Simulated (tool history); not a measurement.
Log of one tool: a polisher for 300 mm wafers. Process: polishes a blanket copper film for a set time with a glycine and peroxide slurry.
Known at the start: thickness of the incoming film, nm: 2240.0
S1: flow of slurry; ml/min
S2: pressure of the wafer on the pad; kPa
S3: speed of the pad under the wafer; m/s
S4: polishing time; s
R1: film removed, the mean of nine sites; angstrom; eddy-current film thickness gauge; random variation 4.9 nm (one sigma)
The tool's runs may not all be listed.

run	day	S1	S2	S3	S4	R1
1	0	310	19.3	0.86	64	3439.9
2	0.275	310	19.3	0.68	64	2918.3
3	0.446	350	19.3	0.68	64	2974
4	0.571	350	20.7	0.68	64	3120.6
5	0.854	350	21.4	0.7	64	3236.1
6	1.046	350	22.1	0.72	64	3469.6
7	1.208	350	22.8	0.72	64	3446.2

Forecast run 8:
8	1.271	350	23.4	0.74	64	?

R1: 3619 angstrom

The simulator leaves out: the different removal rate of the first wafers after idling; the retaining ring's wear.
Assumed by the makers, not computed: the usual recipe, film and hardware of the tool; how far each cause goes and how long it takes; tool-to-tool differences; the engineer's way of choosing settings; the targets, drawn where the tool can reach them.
